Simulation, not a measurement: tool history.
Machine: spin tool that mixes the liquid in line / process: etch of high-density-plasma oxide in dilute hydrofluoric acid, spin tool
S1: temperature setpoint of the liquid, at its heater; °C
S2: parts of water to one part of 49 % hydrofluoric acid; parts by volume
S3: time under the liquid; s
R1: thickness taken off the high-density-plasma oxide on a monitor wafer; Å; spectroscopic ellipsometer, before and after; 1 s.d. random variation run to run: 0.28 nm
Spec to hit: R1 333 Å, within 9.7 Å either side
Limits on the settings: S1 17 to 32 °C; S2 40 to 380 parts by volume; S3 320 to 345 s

run  hour    S1   S2   S3      R1
  1     0    24  210  320  141.13
  2     4    24  210  320  140.92
  3   8.8  26.5  210  320  155.05
  4  13.9  28.5  210  320  165.05
  5  21.8  28.5  210  345  179.42
  6    24  28.5  210  320  166.72
  7  30.5    29  195  320   186.6
  8    37  29.5  185  320  201.34
  9    41    30  175  320  219.68
 10  46.4  30.5  165  320   239.3
 11  55.3  30.5  160  320  251.16
 12  57.1  30.5  155  320  257.75
 13  61.5  30.5  150  320  274.54
 14  67.1  30.5  145  320  280.64
 15  75.7    32  120  320  369.36
 16  80.9  31.5  120  320  361.72

Exercise: of the 4 proposed moves below, exactly one satisfies all targets within the stated allowed misses. Which move is it?
  A  86.1    32  120  335   ?
  B  86.1    30  110  345   ?
  C  86.1  30.5  125  320   ?
  D  86.1  31.5  140  320   ?

move      R1
   A  387.81
   B  410.65
   C  334.41
   D  303.24
A: its largest miss is bigger than the last run's
B: its largest miss is bigger than the last run's
C: hits every target within its allowed miss
D: carries the result that was furthest off beyond its target, to the other side
Correct choice: C, which meets every target
